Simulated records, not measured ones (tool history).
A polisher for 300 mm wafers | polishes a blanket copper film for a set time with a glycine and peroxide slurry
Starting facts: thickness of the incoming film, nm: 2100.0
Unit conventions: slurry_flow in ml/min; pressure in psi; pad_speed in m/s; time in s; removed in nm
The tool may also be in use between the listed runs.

run	hour	slurry_flow	pressure	pad_speed	time	removed
1	0	190	3.3	0.76	28	135.58
2	8.9	190	3.1	0.76	28	130.66
3	17.2	190	2.9	0.76	28	121.21
4	23.6	190	2.9	0.76	26	114.4
5	31.8	190	2.8	0.76	26	110.85
6	38.3	190	2.7	0.76	26	107.94

What will run 7 give?
7	44.5	190	2.6	0.76	26	?

Run 7 produced removed 108.02 nm.
